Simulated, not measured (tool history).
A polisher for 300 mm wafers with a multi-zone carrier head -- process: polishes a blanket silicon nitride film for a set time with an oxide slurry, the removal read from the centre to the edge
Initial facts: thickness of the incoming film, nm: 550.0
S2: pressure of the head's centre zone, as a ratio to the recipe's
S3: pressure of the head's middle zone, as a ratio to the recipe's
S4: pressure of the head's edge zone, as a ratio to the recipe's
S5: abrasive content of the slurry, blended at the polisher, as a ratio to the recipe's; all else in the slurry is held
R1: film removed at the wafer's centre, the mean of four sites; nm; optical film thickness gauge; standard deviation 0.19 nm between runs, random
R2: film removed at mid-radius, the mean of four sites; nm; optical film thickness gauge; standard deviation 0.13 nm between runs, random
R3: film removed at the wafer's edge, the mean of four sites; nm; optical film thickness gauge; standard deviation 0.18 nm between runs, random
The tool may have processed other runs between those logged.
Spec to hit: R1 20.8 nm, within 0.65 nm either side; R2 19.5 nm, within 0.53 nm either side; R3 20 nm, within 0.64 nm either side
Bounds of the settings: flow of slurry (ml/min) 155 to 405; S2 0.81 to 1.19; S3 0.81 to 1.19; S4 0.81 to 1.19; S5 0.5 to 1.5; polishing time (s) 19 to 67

run 1 hour=0 | flow_of_slurry_(ml/min)=260 S2=1 S3=1 S4=1 S5=1 polishing_time_(s)=43 | R1=33.741 R2=32.268 R3=32.648
run 2 hour=6.9 | flow_of_slurry_(ml/min)=235 S2=1 S3=1 S4=1 S5=1 polishing_time_(s)=43 | R1=32.453 R2=31.819 R3=31.829
run 3 hour=12.7 | flow_of_slurry_(ml/min)=255 S2=1 S3=1 S4=1 S5=1 polishing_time_(s)=43 | R1=33.009 R2=32.037 R3=32.432
run 4 hour=20.6 | flow_of_slurry_(ml/min)=285 S2=1 S3=1 S4=1 S5=1 polishing_time_(s)=43 | R1=33.178 R2=33.008 R3=32.73
run 5 hour=22 | flow_of_slurry_(ml/min)=285 S2=1 S3=1 S4=1 S5=1 polishing_time_(s)=35 | R1=27.104 R2=26.595 R3=26.649
run 6 hour=27.8 | flow_of_slurry_(ml/min)=285 S2=1 S3=1 S4=1 S5=1.15 polishing_time_(s)=35 | R1=28.946 R2=28.421 R3=28.37
run 7 hour=28.4 | flow_of_slurry_(ml/min)=260 S2=0.95 S3=0.9 S4=0.9 S5=0.9 polishing_time_(s)=34 | R1=23.349 R2=22.24 R3=23.291
run 8 hour=29.2 | flow_of_slurry_(ml/min)=255 S2=0.95 S3=0.89 S4=0.87 S5=0.85 polishing_time_(s)=34 | R1=23.157 R2=21.422 R3=22.297
run 9 hour=31.9 | flow_of_slurry_(ml/min)=255 S2=0.95 S3=0.89 S4=0.87 S5=0.85 polishing_time_(s)=34 | R1=22.897 R2=21.271 R3=22.061
run 10 hour=38.5 | flow_of_slurry_(ml/min)=245 S2=0.94 S3=0.88 S4=0.85 S5=0.8 polishing_time_(s)=34 | R1=21.843 R2=20.197 R3=21.187
run 11 hour=44.4 | flow_of_slurry_(ml/min)=235 S2=0.94 S3=0.88 S4=0.84 S5=0.8 polishing_time_(s)=34 | R1=21.591 R2=20.223 R3=20.845
run 12 hour=46.4 | flow_of_slurry_(ml/min)=235 S2=0.94 S3=0.88 S4=0.84 S5=0.8 polishing_time_(s)=34 | R1=21.735 R2=20.213 R3=20.844

Of the 5 settings listed for the next run, only one would bring every result within its allowed miss of target. Which one?
run A hour=48.4 | flow_of_slurry_(ml/min)=365 S2=0.92 S3=0.86 S4=0.81 S5=0.8 polishing_time_(s)=32 | R1=? R2=? R3=?
run B hour=48.4 | flow_of_slurry_(ml/min)=290 S2=0.99 S3=0.94 S4=0.84 S5=0.7 polishing_time_(s)=35 | R1=? R2=? R3=?
run C hour=48.4 | flow_of_slurry_(ml/min)=245 S2=0.86 S3=0.81 S4=0.89 S5=0.85 polishing_time_(s)=34 | R1=? R2=? R3=?
run D hour=48.4 | flow_of_slurry_(ml/min)=205 S2=0.96 S3=1.02 S4=0.81 S5=0.55 polishing_time_(s)=40 | R1=? R2=? R3=?
run E hour=48.4 | flow_of_slurry_(ml/min)=245 S2=0.94 S3=0.86 S4=0.85 S5=0.9 polishing_time_(s)=33 | R1=? R2=? R3=?

move=A R1=21.11 R2=19.645 R3=20.105
move=B R1=22.435 R2=21.006 R3=20.391
move=C R1=20.766 R2=19.688 R3=22.285
move=D R1=20.475 R2=21.217 R3=19.126
move=E R1=22.537 R2=20.642 R3=21.794
A: each result inside its tolerance
B: its largest miss is bigger than the last run's
C: the worst result of the last run now meets its target, but another is out of spec
D: the worst result of the last run now meets its target, but another is out of spec
E: its largest miss is bigger than the last run's
The move that meets every target is A.
